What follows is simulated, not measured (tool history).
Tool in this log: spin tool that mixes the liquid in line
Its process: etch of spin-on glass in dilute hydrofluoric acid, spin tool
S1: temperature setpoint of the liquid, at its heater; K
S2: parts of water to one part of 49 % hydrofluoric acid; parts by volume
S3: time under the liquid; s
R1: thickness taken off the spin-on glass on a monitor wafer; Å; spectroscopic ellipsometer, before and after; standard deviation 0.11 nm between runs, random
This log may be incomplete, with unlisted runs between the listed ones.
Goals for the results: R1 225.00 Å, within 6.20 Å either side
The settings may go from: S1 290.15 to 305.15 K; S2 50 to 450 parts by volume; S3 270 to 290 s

run 1 hour=0.0 | S1=297.15 S2=250 S3=270 | R1=406.84
run 2 hour=7.9 | S1=296.15 S2=260 S3=270 | R1=374.56
run 3 hour=12.5 | S1=295.15 S2=270 S3=270 | R1=346.54
run 4 hour=13.7 | S1=295.15 S2=205 S3=270 | R1=484.95
run 5 hour=18.9 | S1=293.65 S2=205 S3=270 | R1=456.23
run 6 hour=21.9 | S1=293.65 S2=205 S3=290 | R1=490.86
run 7 hour=25.3 | S1=293.15 S2=225 S3=290 | R1=430.07
run 8 hour=27.2 | S1=292.65 S2=240 S3=290 | R1=390.08
run 9 hour=28.6 | S1=292.15 S2=250 S3=290 | R1=364.67
run 10 hour=31.2 | S1=291.65 S2=260 S3=290 | R1=344.90

Exactly one of the 5 candidate moves below puts every result within its allowed miss. Which one?
run A hour=33.8 | S1=291.65 S2=360 S3=270 | R1=?
run B hour=33.8 | S1=290.65 S2=275 S3=270 | R1=?
run C hour=33.8 | S1=290.15 S2=195 S3=270 | R1=?
run D hour=33.8 | S1=290.15 S2=325 S3=270 | R1=?
run E hour=33.8 | S1=290.15 S2=345 S3=270 | R1=?

move=A R1=210.32
move=B R1=284.99
move=C R1=423.22
move=D R1=226.90
move=E R1=210.30
A: takes the result that was furthest off past its target
B: nearer than the last run, and not there yet
C: the biggest miss grows against the last run
D: in spec on every target
E: takes the result that was furthest off past its target
Answer: D

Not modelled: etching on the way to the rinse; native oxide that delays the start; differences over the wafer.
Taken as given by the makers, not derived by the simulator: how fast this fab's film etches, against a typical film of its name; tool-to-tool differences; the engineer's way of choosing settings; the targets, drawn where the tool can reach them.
